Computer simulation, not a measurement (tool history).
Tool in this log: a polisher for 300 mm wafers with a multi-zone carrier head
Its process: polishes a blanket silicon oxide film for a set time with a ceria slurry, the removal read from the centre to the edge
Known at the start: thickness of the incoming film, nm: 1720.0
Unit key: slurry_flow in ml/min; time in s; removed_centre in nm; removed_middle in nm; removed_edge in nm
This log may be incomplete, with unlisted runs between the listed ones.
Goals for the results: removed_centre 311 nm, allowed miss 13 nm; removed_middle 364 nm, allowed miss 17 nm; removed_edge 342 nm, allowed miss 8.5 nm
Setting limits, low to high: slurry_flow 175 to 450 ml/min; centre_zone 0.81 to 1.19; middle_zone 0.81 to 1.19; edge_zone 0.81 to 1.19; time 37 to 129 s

| run | hour | slurry_flow | centre_zone | middle_zone | edge_zone | time | removed_centre | removed_middle | removed_edge |
|---|---|---|---|---|---|---|---|---|---|
| 1 | 0 | 290 | 1 | 1 | 1 | 83 | 264.74 | 278.11 | 271.8 |
| 2 | 2.1 | 300 | 1 | 1.04 | 1.05 | 87 | 281.12 | 304.88 | 291.8 |
| 3 | 2.6 | 270 | 1 | 1.04 | 1.05 | 87 | 284.93 | 292.56 | 293.75 |
| 4 | 4.5 | 290 | 0.99 | 1.06 | 1.08 | 90 | 287.04 | 324.86 | 307.84 |
| 5 | 6.8 | 290 | 0.94 | 1.06 | 1.08 | 90 | 278.09 | 318.24 | 305.35 |
| 6 | 8.1 | 300 | 0.96 | 1.07 | 1.11 | 92 | 284.26 | 334.41 | 318.78 |
| 7 | 17.1 | 305 | 0.98 | 1.08 | 1.13 | 93 | 290.04 | 328.82 | 324.09 |
| 8 | 24.1 | 305 | 0.99 | 1.1 | 1.13 | 95 | 303.13 | 355.35 | 329.87 |

Next run, 5 choices. One meets every target within its allowed miss, the rest don't. Which?
| A | 31.1 | 360 | 0.95 | 1.08 | 1.12 | 98 | ? | ? | ? |
| B | 31.1 | 345 | 0.96 | 1.1 | 1.13 | 89 | ? | ? | ? |
| C | 31.1 | 365 | 1 | 1.18 | 1.07 | 94 | ? | ? | ? |
| D | 31.1 | 265 | 1.02 | 1.18 | 1.04 | 95 | ? | ? | ? |
| E | 31.1 | 240 | 1.03 | 1.16 | 1.05 | 95 | ? | ? | ? |

| move | removed_centre | removed_middle | removed_edge |
|---|---|---|---|
| A | 317.67 | 365.52 | 345.69 |
| B | 290.4 | 336.02 | 314.42 |
| C | 320.98 | 378.67 | 324.09 |
| D | 320.33 | 371.73 | 316.03 |
| E | 319.52 | 362.33 | 314.99 |
A: all results in spec
B: lands further from the targets than the last run did
C: lands further from the targets than the last run did
D: lands further from the targets than the last run did
E: lands further from the targets than the last run did
The right move is A.
